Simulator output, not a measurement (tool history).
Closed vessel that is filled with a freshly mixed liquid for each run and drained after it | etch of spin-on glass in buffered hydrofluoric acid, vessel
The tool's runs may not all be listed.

run    day  temperature setpoint of the liquid (°C)  parts of 40 % ammonium fluoride to one part of 49 % hydrofluoric acid (parts by volume)  time in the liquid (s)  thickness taken off the spin-on glass on a monitor wafer (Å)
  1      0                                       23                                                                                       11                      95                                                        2500.4
  2  0.121                                       25                                                                                     10.5                      95                                                        2939.2
  3  0.462                                       25                                                                                     10.5                      95                                                        2955.9
  4  0.679                                     27.5                                                                                     10.5                      95                                                          3365
  5  0.938                                     28.5                                                                                     10.5                      95                                                        3524.3
  6  1.275                                       29                                                                                     10.5                      95                                                          3684
  7  1.325                                     29.5                                                                                     10.5                      95                                                        3714.2
  8  1.633                                       30                                                                                     10.5                      95                                                        3835.5

Forecast run 9:
  9  1.967                                     30.5                                                                                     10.5                      95                                                             ?

Run 9 gave thickness taken off the spin-on glass on a monitor wafer (Å) 3896.8.
